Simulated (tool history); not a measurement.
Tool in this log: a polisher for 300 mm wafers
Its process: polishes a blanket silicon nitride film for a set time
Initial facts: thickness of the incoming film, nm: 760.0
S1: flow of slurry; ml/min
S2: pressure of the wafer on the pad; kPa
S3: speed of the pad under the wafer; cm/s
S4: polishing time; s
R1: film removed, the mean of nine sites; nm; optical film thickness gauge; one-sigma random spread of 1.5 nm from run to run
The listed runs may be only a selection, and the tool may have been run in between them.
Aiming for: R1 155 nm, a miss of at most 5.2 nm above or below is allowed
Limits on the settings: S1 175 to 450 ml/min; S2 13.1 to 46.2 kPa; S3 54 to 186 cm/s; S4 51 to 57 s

run  hour   S1    S2   S3  S4      R1
  1     0  290  29.6  118  57  120.26
  2   8.4  290    31  118  57   127.4
  3  15.1  290    31  118  57     126
  4  21.7  290  31.7  118  57   125.3
     25.5  -- head pressure recalibrated
  5  25.5  290  26.9  118  57  105.49
  6  33.2  290  28.3  118  57  108.64
  7  36.1  290  28.3  118  57  110.95
  8  40.4  290  29.6  118  57  114.16
  9  45.2  290    31  118  57  119.38

Which one of the following 4 next-run settings gets every result inside its allowed miss? There is exactly one.
  A    50  275  31.7  126  57   ?
  B    50  290    20  120  51   ?
  C    50  310  37.9  132  57   ?
  D    50  290  29.6  108  51   ?

move      R1
   A   126.6
   B   76.93
   C  153.29
   D  95.247
A: an improvement on the last run, though not all results are within tolerance
B: the biggest miss grows against the last run
C: every result within its allowed miss
D: the biggest miss grows against the last run
The right move is C.

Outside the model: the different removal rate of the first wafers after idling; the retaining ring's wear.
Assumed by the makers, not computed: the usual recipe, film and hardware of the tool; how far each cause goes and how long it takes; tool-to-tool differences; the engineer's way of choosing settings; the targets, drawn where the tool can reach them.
